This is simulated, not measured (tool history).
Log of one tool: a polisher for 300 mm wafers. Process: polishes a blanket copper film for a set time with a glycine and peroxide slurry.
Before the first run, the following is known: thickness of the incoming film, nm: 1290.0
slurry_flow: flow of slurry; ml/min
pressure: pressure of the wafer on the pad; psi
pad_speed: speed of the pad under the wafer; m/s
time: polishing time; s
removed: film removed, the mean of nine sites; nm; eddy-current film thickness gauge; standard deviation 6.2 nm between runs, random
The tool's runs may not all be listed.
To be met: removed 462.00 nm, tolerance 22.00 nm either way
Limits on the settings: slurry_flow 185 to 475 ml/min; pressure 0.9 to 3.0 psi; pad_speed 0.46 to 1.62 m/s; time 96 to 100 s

{"run": 1, "hour": 0.0, "slurry_flow": 305, "pressure": 1.9, "pad_speed": 1.04, "time": 96, "removed": 342.07}
{"run": 2, "hour": 3.2, "slurry_flow": 305, "pressure": 2.0, "pad_speed": 1.04, "time": 96, "removed": 338.4}
{"run": 3, "hour": 5.7, "slurry_flow": 370, "pressure": 2.0, "pad_speed": 1.04, "time": 96, "removed": 344.69}
{"run": 4, "hour": 6.9, "slurry_flow": 370, "pressure": 2.1, "pad_speed": 1.06, "time": 96, "removed": 367.56}
{"run": 5, "hour": 7.6, "slurry_flow": 370, "pressure": 2.1, "pad_speed": 1.06, "time": 100, "removed": 378.34}
{"run": 6, "hour": 10.1, "slurry_flow": 370, "pressure": 2.3, "pad_speed": 1.06, "time": 100, "removed": 405.47}
{"run": 7, "hour": 19.1, "slurry_flow": 370, "pressure": 2.4, "pad_speed": 1.06, "time": 100, "removed": 409.79}
{"run": 8, "hour": 23.3, "slurry_flow": 370, "pressure": 2.5, "pad_speed": 1.06, "time": 100, "removed": 426.03}

4 candidate next runs follow, results not yet known. Just one meets every target within its allowed miss. Identify it.
{"run": "A", "hour": 27.5, "slurry_flow": 355, "pressure": 2.2, "pad_speed": 1.14, "time": 99, "removed": "?"}
{"run": "B", "hour": 27.5, "slurry_flow": 370, "pressure": 2.9, "pad_speed": 0.92, "time": 96, "removed": "?"}
{"run": "C", "hour": 27.5, "slurry_flow": 400, "pressure": 2.7, "pad_speed": 1.12, "time": 98, "removed": "?"}
{"run": "D", "hour": 27.5, "slurry_flow": 400, "pressure": 2.5, "pad_speed": 1.02, "time": 97, "removed": "?"}

move=A removed=408.45
move=B removed=430.69
move=C removed=464.92
move=D removed=415.67
A: lands further from the targets than the last run did
B: better than the last run, though not everything is in spec
C: every result lands within tolerance
D: lands further from the targets than the last run did
Answer: C

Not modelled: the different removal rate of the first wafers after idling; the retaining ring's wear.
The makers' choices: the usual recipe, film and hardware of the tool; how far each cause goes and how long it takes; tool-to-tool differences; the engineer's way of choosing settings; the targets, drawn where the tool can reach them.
